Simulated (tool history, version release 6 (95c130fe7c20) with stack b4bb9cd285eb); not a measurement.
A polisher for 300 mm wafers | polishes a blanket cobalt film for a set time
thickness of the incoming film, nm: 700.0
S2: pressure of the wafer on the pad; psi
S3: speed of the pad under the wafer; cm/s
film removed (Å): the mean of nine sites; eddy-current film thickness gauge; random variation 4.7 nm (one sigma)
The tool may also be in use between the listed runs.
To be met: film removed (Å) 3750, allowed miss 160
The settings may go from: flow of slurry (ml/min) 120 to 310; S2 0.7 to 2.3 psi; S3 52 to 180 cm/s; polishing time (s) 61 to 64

{"run": 1, "hour": 0.0, "flow of slurry (ml/min)": 200, "S2": 1.5, "S3": 116, "polishing time (s)": 61, "film removed (Å)": 2601.5}
{"run": 2, "hour": 7.8, "flow of slurry (ml/min)": 200, "S2": 1.5, "S3": 140, "polishing time (s)": 61, "film removed (Å)": 3051.2}
{"run": 3, "hour": 8.4, "flow of slurry (ml/min)": 200, "S2": 1.6, "S3": 140, "polishing time (s)": 61, "film removed (Å)": 3153}
{"run": 4, "hour": 11.1, "flow of slurry (ml/min)": 200, "S2": 1.4, "S3": 140, "polishing time (s)": 61, "film removed (Å)": 2895.9}
{"run": 5, "hour": 19.2, "flow of slurry (ml/min)": 200, "S2": 1.1, "S3": 140, "polishing time (s)": 61, "film removed (Å)": 2575.1}
{"run": 6, "hour": 23.5, "flow of slurry (ml/min)": 200, "S2": 1.3, "S3": 142, "polishing time (s)": 61, "film removed (Å)": 2804.1}
{"run": 7, "hour": 30.0, "flow of slurry (ml/min)": 200, "S2": 1.4, "S3": 144, "polishing time (s)": 61, "film removed (Å)": 2911.1}
{"run": 8, "hour": 35.4, "flow of slurry (ml/min)": 205, "S2": 1.8, "S3": 148, "polishing time (s)": 61, "film removed (Å)": 3510}

4 next moves are on the table. One of them brings every result within its allowed miss. Which?
{"run": "A", "hour": 40.8, "flow of slurry (ml/min)": 195, "S2": 1.8, "S3": 126, "polishing time (s)": 64, "film removed (Å)": "?"}
{"run": "B", "hour": 40.8, "flow of slurry (ml/min)": 220, "S2": 1.7, "S3": 152, "polishing time (s)": 61, "film removed (Å)": "?"}
{"run": "C", "hour": 40.8, "flow of slurry (ml/min)": 210, "S2": 1.7, "S3": 140, "polishing time (s)": 64, "film removed (Å)": "?"}
{"run": "D", "hour": 40.8, "flow of slurry (ml/min)": 215, "S2": 1.8, "S3": 148, "polishing time (s)": 63, "film removed (Å)": "?"}

move=A film_removed_(Å)=3236.1
move=B film_removed_(Å)=3507.9
move=C film_removed_(Å)=3424.3
move=D film_removed_(Å)=3666.7
A: further off than the last run
B: as far off as the last run
C: further off than the last run
D: meets every target
The right move is D.
